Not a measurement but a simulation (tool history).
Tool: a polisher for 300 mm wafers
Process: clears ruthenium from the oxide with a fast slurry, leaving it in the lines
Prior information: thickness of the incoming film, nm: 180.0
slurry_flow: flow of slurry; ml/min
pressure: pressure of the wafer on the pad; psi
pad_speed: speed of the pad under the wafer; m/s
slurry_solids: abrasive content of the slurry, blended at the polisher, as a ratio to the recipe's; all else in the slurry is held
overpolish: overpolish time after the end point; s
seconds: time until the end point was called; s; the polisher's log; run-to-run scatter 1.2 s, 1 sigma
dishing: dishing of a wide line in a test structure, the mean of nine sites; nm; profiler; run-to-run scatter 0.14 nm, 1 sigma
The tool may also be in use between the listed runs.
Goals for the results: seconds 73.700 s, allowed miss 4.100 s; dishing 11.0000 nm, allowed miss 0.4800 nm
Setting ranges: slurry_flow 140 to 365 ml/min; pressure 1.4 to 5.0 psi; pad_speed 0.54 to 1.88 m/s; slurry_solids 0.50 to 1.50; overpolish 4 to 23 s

run	day	slurry_flow	pressure	pad_speed	slurry_solids	overpolish	seconds	dishing
1	0.000	235	3.2	1.20	1.00	12	35.313	41.3970
2	0.029	235	3.6	1.20	1.00	12	30.722	46.7780
3	0.196	235	3.6	1.20	1.00	9	32.476	35.2090
4	0.312	235	3.4	1.14	1.00	8	35.315	30.1100
5	0.579	235	3.0	1.14	1.00	8	40.163	25.8800
6	0.821	235	2.5	1.14	1.00	8	48.504	22.3700
7	0.904	235	2.4	1.10	1.00	7	50.373	17.9530
8	1.058	235	2.3	1.08	1.00	7	52.318	17.3400
9	1.433	235	2.2	1.06	1.00	7	54.730	16.2110
10	1.738	235	2.1	1.04	1.00	7	62.181	14.9890
11	1.983	235	2.0	1.04	1.00	7	63.966	14.9430
12	2.354	235	2.0	1.04	1.00	7	63.643	14.9100
13	2.404	235	1.9	1.04	1.00	7	66.639	14.2000

Of the 5 settings listed for the next run, only one would bring every result within its allowed miss of target. Which one?
A	2.454	215	1.9	1.00	1.20	9	?	?
B	2.454	220	2.8	0.76	1.05	4	?	?
C	2.454	270	2.3	0.80	0.85	6	?	?
D	2.454	280	1.8	1.04	0.90	7	?	?
E	2.454	255	2.0	0.94	0.95	11	?	?

move	seconds	dishing
A	65.123	18.4780
B	59.422	9.2179
C	73.982	11.0540
D	72.899	13.0220
E	70.784	20.6590
A: moves away from the targets compared with the last run
B: pushes the last run's worst result past its target
C: all results land within tolerance of their targets
D: gains on the last run, yet a result remains outside its allowed miss
E: moves away from the targets compared with the last run
Move C is the one to make.

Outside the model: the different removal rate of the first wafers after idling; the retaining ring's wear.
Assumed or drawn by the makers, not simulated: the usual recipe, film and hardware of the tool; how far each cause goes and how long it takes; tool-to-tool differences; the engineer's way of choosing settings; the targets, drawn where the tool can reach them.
